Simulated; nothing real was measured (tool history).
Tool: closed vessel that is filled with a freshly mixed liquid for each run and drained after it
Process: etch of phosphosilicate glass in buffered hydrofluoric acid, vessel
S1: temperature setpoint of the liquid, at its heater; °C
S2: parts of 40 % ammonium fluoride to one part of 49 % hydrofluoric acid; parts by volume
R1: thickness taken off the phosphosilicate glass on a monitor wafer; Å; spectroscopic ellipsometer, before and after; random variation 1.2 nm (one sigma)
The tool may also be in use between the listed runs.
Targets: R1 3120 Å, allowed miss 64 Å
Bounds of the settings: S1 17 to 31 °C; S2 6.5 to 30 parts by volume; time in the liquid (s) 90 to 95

{"run": 1, "hour": 0.0, "S1": 23, "S2": 18.5, "time in the liquid (s)": 90, "R1": 3662.1}
{"run": 2, "hour": 6.3, "S1": 26.5, "S2": 18.5, "time in the liquid (s)": 90, "R1": 4463}
{"run": 3, "hour": 7.6, "S1": 24.5, "S2": 18.5, "time in the liquid (s)": 90, "R1": 4034.1}
{"run": 4, "hour": 13.4, "S1": 23, "S2": 18.5, "time in the liquid (s)": 90, "R1": 3712.8}
{"run": 5, "hour": 18.3, "S1": 22, "S2": 18.5, "time in the liquid (s)": 90, "R1": 3463.2}
{"run": 6, "hour": 25.6, "S1": 24, "S2": 18.5, "time in the liquid (s)": 90, "R1": 3915.8}
{"run": 7, "hour": 34.2, "S1": 23, "S2": 18.5, "time in the liquid (s)": 90, "R1": 3707.2}
{"run": 8, "hour": 37.0, "S1": 22, "S2": 18.5, "time in the liquid (s)": 90, "R1": 3487.1}
{"run": 9, "hour": 42.1, "S1": 21.5, "S2": 18.5, "time in the liquid (s)": 90, "R1": 3372.1}
{"run": 10, "hour": 45.7, "S1": 21.5, "S2": 18.5, "time in the liquid (s)": 90, "R1": 3405.5}
{"run": 11, "hour": 54.0, "S1": 21, "S2": 18.5, "time in the liquid (s)": 90, "R1": 3319.8}
{"run": 12, "hour": 58.3, "S1": 20.5, "S2": 18.5, "time in the liquid (s)": 90, "R1": 3216.3}

4 next moves are on the table. One of them brings every result within its allowed miss. Which?
{"run": "A", "hour": 62.6, "S1": 19.5, "S2": 19, "time in the liquid (s)": 95, "R1": "?"}
{"run": "B", "hour": 62.6, "S1": 20, "S2": 17.5, "time in the liquid (s)": 90, "R1": "?"}
{"run": "C", "hour": 62.6, "S1": 23, "S2": 26.5, "time in the liquid (s)": 95, "R1": "?"}
{"run": "D", "hour": 62.6, "S1": 21, "S2": 18.5, "time in the liquid (s)": 90, "R1": "?"}

move=A R1=3125.1
move=B R1=3302.6
move=C R1=2974
move=D R1=3306.2
A: meets every target
B: further off than the last run
C: takes the result that was furthest off past its target
D: further off than the last run
Answer: A
